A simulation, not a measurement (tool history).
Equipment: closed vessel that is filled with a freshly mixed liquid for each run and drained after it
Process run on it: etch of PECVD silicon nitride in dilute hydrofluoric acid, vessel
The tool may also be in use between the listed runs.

| run | hour | temperature setpoint of the liquid (K) | parts of water to one part of 49 % hydrofluoric acid (parts by volume) | time in the liquid (s) | thickness taken off the PECVD silicon nitride on a monitor wafer (nm) |
|---|---|---|---|---|---|
| 1 | 0.0 | 296.15 | 120 | 920 | 19.695 |
| 2 | 2.7 | 296.15 | 155 | 920 | 15.250 |
| 3 | 11.7 | 293.15 | 155 | 920 | 12.491 |
| 4 | 18.2 | 293.65 | 155 | 920 | 12.794 |
| 5 | 24.1 | 294.15 | 155 | 920 | 13.323 |
| 6 | 32.7 | 296.15 | 155 | 920 | 15.236 |
| 7 | 38.3 | 297.65 | 155 | 920 | 16.807 |

Estimate the outcome of run 8 from the log above:
| 8 | 45.3 | 298.15 | 155 | 920 | ? |

thickness taken off the PECVD silicon nitride on a monitor wafer (nm): 17.393

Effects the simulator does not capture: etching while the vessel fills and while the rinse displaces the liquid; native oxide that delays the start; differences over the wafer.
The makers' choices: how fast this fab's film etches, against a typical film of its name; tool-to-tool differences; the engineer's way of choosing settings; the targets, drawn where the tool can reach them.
